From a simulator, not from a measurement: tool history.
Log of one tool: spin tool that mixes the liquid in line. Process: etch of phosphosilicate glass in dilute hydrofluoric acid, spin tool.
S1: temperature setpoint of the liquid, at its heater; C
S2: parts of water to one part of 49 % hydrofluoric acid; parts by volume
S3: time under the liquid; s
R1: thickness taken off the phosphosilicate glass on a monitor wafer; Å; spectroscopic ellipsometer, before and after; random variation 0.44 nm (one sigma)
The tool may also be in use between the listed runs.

run 1 hour=0.0 | S1=20 S2=120 S3=80 | R1=739.05
run 2 hour=1.3 | S1=21 S2=120 S3=80 | R1=775.63
run 3 hour=9.5 | S1=21 S2=160 S3=80 | R1=552.44
run 4 hour=15.1 | S1=21 S2=160 S3=80 | R1=555.61
run 5 hour=18.5 | S1=21 S2=160 S3=80 | R1=554.66
run 6 hour=26.2 | S1=22 S2=155 S3=80 | R1=595.63

Forecast run 7:
run 7 hour=30.1 | S1=23 S2=150 S3=80 | R1=?

Run 7 gave R1 643.59 Å.
